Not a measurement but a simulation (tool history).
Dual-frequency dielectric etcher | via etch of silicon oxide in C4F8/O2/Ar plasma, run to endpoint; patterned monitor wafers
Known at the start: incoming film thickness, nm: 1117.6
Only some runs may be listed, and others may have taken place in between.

| run | hour | source power (W) | bias power (W) | endpoint time (s) |
|---|---|---|---|---|
| 1 | 0.0 | 1930 | 2725 | 225.92 |
| 2 | 7.9 | 1930 | 2531 | 234.67 |
| 3 | 13.9 | 1860 | 2505 | 236.93 |
| 4 | 16.5 | 2060 | 2505 | 229.10 |
| 5 | 24.1 | 1970 | 2461 | 233.13 |
| 6 | 28.1 | 2220 | 2461 | 224.13 |
| 7 | 35.6 | 2110 | 2403 | 230.22 |
| 8 | 36.8 | 2020 | 2358 | 235.76 |
|  | 41.3 | bias power generator calibrated |
| 9 | 41.3 | 1950 | 2325 | 246.06 |
| 10 | 49.1 | 1920 | 2318 | 245.34 |

For run 11, what comes out?
| 11 | 50.6 | 1880 | 2308 | ? |

endpoint time (s): 245.72

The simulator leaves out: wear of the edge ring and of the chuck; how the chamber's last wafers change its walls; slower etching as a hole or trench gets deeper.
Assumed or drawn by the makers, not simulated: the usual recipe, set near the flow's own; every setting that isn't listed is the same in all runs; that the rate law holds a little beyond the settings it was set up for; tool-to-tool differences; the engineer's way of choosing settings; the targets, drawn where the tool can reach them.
